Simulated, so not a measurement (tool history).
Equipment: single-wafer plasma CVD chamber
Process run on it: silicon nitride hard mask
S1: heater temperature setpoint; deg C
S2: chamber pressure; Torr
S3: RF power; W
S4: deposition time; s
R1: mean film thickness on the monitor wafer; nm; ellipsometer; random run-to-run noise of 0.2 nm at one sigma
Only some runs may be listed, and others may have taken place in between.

Run 1, hour 0.0: S1 400 deg C, S2 1.16 Torr, S3 375 W, S4 54.0 s. Result: R1 62.082 nm.
Run 2, hour 1.1: S1 400 deg C, S2 0.98 Torr, S3 375 W, S4 54.0 s. Result: R1 58.297 nm.
Run 3, hour 8.7: S1 400 deg C, S2 0.89 Torr, S3 370 W, S4 54.0 s. Result: R1 54.994 nm.
Run 4, hour 17.0: S1 400 deg C, S2 0.98 Torr, S3 370 W, S4 54.0 s. Result: R1 57.543 nm.
Run 5, hour 18.4: S1 400 deg C, S2 0.91 Torr, S3 370 W, S4 54.0 s. Result: R1 55.825 nm.
Run 6, hour 22.3: S1 400 deg C, S2 0.72 Torr, S3 370 W, S4 54.0 s. Result: R1 49.529 nm.

What does the tool deliver on the next run?
Run 7, hour 23.5: S1 400 deg C, S2 0.76 Torr, S3 370 W, S4 54.0 s. Result: R1 ?.

{"run 7": {"R1": 51.055}}

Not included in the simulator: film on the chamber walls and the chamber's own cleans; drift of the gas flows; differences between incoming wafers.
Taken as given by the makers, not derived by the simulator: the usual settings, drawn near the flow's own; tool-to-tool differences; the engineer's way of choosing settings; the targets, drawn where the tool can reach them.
